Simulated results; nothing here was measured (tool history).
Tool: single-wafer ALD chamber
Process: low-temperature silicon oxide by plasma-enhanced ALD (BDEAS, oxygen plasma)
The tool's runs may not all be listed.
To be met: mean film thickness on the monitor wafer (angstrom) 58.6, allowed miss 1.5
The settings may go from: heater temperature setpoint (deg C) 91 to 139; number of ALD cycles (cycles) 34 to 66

run  hour  heater temperature setpoint (deg C)  number of ALD cycles (cycles)  mean film thickness on the monitor wafer (angstrom)
  1     0                                  115                             50                                               73.459
  2   5.6                                  115                             54                                               80.494
  3  13.4                                  115                             52                                               77.394
  4  18.9                                  111                             52                                               76.643
  5  19.6                                  111                             50                                               74.868
  6  20.9                                  112                             48                                               71.498
  7  29.6                                  112                             46                                               68.186
  8  32.2                                  114                             38                                               56.903

5 next moves are on the table. One of them brings every result within its allowed miss. Which?
  A  34.8                                  126                             37                                                    ?
  B  34.8                                  111                             39                                                    ?
  C  34.8                                  114                             36                                                    ?
  D  34.8                                  115                             37                                                    ?
  E  34.8                                  116                             38                                                    ?

move  mean film thickness on the monitor wafer (angstrom)
   A                                               53.692
   B                                               58.006
   C                                               53.283
   D                                               54.674
   E                                                56.06
A: further off than the last run
B: meets every target
C: further off than the last run
D: further off than the last run
E: further off than the last run
Move B is the one to make.
